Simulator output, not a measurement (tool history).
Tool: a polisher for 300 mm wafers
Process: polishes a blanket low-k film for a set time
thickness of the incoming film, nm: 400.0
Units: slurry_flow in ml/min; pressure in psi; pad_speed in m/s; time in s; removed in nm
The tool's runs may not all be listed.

run 1 day=0.000 | slurry_flow=155 pressure=2.1 pad_speed=0.96 slurry_solids=1.0 time=92 | removed=42.760
run 2 day=0.092 | slurry_flow=155 pressure=2.1 pad_speed=0.96 slurry_solids=1.0 time=96 | removed=44.292
run 3 day=0.417 | slurry_flow=150 pressure=1.9 pad_speed=0.96 slurry_solids=1.0 time=96 | removed=40.031
run 4 day=0.650 | slurry_flow=145 pressure=1.8 pad_speed=0.96 slurry_solids=1.0 time=96 | removed=37.630
run 5 day=0.962 | slurry_flow=140 pressure=1.7 pad_speed=0.96 slurry_solids=1.0 time=96 | removed=35.278
run 6 day=1.092 | slurry_flow=175 pressure=1.7 pad_speed=0.96 slurry_solids=1.0 time=96 | removed=36.409

Run 7 comes next. What will it give?
run 7 day=1.329 | slurry_flow=175 pressure=1.6 pad_speed=0.96 slurry_solids=1.0 time=96 | removed=?

{"run 7": {"removed": 34.608}}

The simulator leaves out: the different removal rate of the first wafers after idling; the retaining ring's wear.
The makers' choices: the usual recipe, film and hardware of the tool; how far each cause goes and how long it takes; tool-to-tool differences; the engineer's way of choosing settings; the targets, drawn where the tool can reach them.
